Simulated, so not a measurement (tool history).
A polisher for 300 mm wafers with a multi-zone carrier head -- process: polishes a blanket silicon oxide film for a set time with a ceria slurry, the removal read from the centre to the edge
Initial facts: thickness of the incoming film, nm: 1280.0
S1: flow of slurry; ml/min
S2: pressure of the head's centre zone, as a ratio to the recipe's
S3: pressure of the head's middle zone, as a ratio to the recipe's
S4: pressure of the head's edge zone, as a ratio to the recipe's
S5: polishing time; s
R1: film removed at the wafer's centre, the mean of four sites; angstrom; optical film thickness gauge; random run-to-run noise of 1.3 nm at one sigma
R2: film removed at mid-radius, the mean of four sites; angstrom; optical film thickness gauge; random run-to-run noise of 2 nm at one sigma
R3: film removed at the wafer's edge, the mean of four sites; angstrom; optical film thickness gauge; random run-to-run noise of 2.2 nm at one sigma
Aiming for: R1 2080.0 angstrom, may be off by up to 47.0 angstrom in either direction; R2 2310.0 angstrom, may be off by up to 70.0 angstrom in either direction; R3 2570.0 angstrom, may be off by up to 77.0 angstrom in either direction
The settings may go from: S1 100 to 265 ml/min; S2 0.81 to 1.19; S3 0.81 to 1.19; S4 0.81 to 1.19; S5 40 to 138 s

{"run": 1, "hour": 0.0, "S1": 170, "S2": 1.0, "S3": 1.0, "S4": 1.0, "S5": 88, "R1": 2793.2, "R2": 2979.1, "R3": 2970.4}
{"run": 2, "hour": 8.5, "S1": 170, "S2": 1.0, "S3": 1.0, "S4": 1.0, "S5": 68, "R1": 2196.2, "R2": 2326.9, "R3": 2291.0}
{"run": 3, "hour": 15.2, "S1": 145, "S2": 1.0, "S3": 1.0, "S4": 1.0, "S5": 68, "R1": 2086.5, "R2": 2231.5, "R3": 2224.2}
{"run": 4, "hour": 16.6, "S1": 145, "S2": 1.0, "S3": 1.0, "S4": 1.0, "S5": 47, "R1": 1450.5, "R2": 1516.4, "R3": 1536.2}
{"run": 5, "hour": 25.5, "S1": 170, "S2": 0.97, "S3": 0.99, "S4": 1.06, "S5": 54, "R1": 1674.7, "R2": 1821.9, "R3": 1852.5}
{"run": 6, "hour": 26.6, "S1": 170, "S2": 0.97, "S3": 0.96, "S4": 1.06, "S5": 54, "R1": 1687.2, "R2": 1786.5, "R3": 1887.2}
{"run": 7, "hour": 32.1, "S1": 195, "S2": 0.95, "S3": 0.95, "S4": 1.1, "S5": 57, "R1": 1769.8, "R2": 1914.1, "R3": 2023.4}
{"run": 8, "hour": 33.6, "S1": 205, "S2": 0.94, "S3": 0.94, "S4": 1.13, "S5": 61, "R1": 1907.0, "R2": 2073.2, "R3": 2203.9}
{"run": 9, "hour": 42.6, "S1": 215, "S2": 0.92, "S3": 0.92, "S4": 1.15, "S5": 63, "R1": 1924.8, "R2": 2077.7, "R3": 2315.0}
{"run": 10, "hour": 47.5, "S1": 225, "S2": 0.91, "S3": 0.92, "S4": 1.16, "S5": 64, "R1": 1973.2, "R2": 2098.7, "R3": 2371.5}
{"run": 11, "hour": 53.9, "S1": 235, "S2": 0.9, "S3": 0.93, "S4": 1.17, "S5": 65, "R1": 1972.7, "R2": 2175.1, "R3": 2393.3}

Which of these 5 next moves meets every target?
{"run": "A", "hour": 60.3, "S1": 260, "S2": 0.88, "S3": 0.91, "S4": 1.14, "S5": 69, "R1": "?", "R2": "?", "R3": "?"}
{"run": "B", "hour": 60.3, "S1": 240, "S2": 0.93, "S3": 0.99, "S4": 1.14, "S5": 70, "R1": "?", "R2": "?", "R3": "?"}
{"run": "C", "hour": 60.3, "S1": 240, "S2": 0.88, "S3": 0.93, "S4": 1.19, "S5": 73, "R1": "?", "R2": "?", "R3": "?"}
{"run": "D", "hour": 60.3, "S1": 230, "S2": 0.88, "S3": 0.92, "S4": 1.13, "S5": 74, "R1": "?", "R2": "?", "R3": "?"}
{"run": "E", "hour": 60.3, "S1": 230, "S2": 0.9, "S3": 0.88, "S4": 1.19, "S5": 72, "R1": "?", "R2": "?", "R3": "?"}

move=A R1=2080.8 R2=2272.1 R3=2568.1
move=B R1=2208.9 R2=2449.1 R3=2583.5
move=C R1=2178.3 R2=2424.0 R3=2748.2
move=D R1=2194.5 R2=2422.0 R3=2711.9
move=E R1=2183.3 R2=2270.8 R3=2701.1
A: all results in spec
B: puts the biggest miss on target and leaves a different result outside tolerance
C: carries the result that was furthest off beyond its target, to the other side
D: carries the result that was furthest off beyond its target, to the other side
E: carries the result that was furthest off beyond its target, to the other side
Correct choice: A, which meets every target
